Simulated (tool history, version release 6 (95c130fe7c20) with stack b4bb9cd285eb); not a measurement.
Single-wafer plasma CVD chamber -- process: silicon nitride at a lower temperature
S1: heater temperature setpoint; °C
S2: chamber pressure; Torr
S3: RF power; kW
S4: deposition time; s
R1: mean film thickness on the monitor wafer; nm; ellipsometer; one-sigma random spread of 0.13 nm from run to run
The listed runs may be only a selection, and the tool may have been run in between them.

{"run": 1, "hour": 0.0, "S1": 350, "S2": 1.05, "S3": 0.265, "S4": 26.5, "R1": 26.443}
{"run": 2, "hour": 5.9, "S1": 350, "S2": 1.09, "S3": 0.265, "S4": 26.5, "R1": 26.735}
{"run": 3, "hour": 8.1, "S1": 350, "S2": 1.12, "S3": 0.265, "S4": 26.5, "R1": 26.872}
{"run": 4, "hour": 9.6, "S1": 350, "S2": 1.23, "S3": 0.265, "S4": 26.5, "R1": 27.778}
{"run": 5, "hour": 15.6, "S1": 350, "S2": 1.25, "S3": 0.265, "S4": 26.5, "R1": 27.75}
{"run": 6, "hour": 24.1, "S1": 350, "S2": 1.25, "S3": 0.28, "S4": 26.5, "R1": 28.552}
{"run": 7, "hour": 27.1, "S1": 350, "S2": 1.27, "S3": 0.28, "S4": 26.5, "R1": 28.819}
{"run": 8, "hour": 31.9, "S1": 350, "S2": 1.29, "S3": 0.28, "S4": 26.5, "R1": 29.136}
{"run": 9, "hour": 35.2, "S1": 350, "S2": 1.3, "S3": 0.28, "S4": 26.5, "R1": 29.066}
{"run": 10, "hour": 39.3, "S1": 350, "S2": 1.31, "S3": 0.28, "S4": 26.5, "R1": 28.97}
{"run": 11, "hour": 42.3, "S1": 350, "S2": 1.32, "S3": 0.28, "S4": 26.5, "R1": 29.054}
{"run": 12, "hour": 44.3, "S1": 350, "S2": 1.32, "S3": 0.28, "S4": 26.5, "R1": 29.032}

Forecast run 13:
{"run": 13, "hour": 48.3, "S1": 350, "S2": 1.32, "S3": 0.28, "S4": 26.5, "R1": "?"}

{"run 13": {"R1": 29.124}}

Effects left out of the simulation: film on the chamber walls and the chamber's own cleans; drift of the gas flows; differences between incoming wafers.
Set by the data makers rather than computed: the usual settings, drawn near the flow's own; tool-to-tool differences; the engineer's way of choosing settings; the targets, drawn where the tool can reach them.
